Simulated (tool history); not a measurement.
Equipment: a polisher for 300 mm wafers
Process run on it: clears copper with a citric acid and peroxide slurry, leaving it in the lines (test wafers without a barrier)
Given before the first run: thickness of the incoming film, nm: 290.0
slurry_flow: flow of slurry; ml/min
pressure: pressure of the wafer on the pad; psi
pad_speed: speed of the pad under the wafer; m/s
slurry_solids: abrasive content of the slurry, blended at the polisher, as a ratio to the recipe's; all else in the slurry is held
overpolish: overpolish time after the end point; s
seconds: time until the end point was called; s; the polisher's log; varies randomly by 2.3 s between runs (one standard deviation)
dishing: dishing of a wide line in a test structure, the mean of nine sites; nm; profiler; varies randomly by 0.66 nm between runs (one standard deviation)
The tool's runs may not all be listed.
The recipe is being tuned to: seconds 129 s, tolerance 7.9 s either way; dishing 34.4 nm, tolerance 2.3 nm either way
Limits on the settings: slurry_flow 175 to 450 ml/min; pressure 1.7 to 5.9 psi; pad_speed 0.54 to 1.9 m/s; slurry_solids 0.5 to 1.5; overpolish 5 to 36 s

run    day  slurry_flow  pressure  pad_speed  slurry_solids  overpolish  seconds  dishing
  1      0          290       3.8       1.22              1          18   71.766   51.143
  2  0.317          225       3.8       1.22              1          18   72.554   46.228
  3  0.683          225       3.8       1.42              1          18   66.247   51.761
  4  1.038          225       3.8        1.2              1          18   77.066   47.525
  5  1.092          225       3.2       1.16              1          19   87.881   41.436
  6  1.317          175       3.2       1.16              1          19   95.354   39.882
  7   1.35          175       2.8       1.14              1          20   109.51   36.121
  8  1.525          175       2.6       1.12              1          21   120.53   35.224

4 next moves are on the table. One of them brings every result within its allowed miss. Which?
  A  1.7          190       2.2       1.14            0.7          25        ?        ?
  B  1.7          175       2.3       1.24           0.95          22        ?        ?
  C  1.7          175         2       1.22           0.85          30        ?        ?
  D  1.7          240       2.2       0.94           0.95          34        ?        ?

move  seconds  dishing
   A   150.25   33.234
   B   126.79   34.559
   C   150.71   38.625
   D   157.12   41.773
A: takes the result that was furthest off past its target
B: every result within its allowed miss
C: takes the result that was furthest off past its target
D: takes the result that was furthest off past its target
Go with B: it meets all targets.

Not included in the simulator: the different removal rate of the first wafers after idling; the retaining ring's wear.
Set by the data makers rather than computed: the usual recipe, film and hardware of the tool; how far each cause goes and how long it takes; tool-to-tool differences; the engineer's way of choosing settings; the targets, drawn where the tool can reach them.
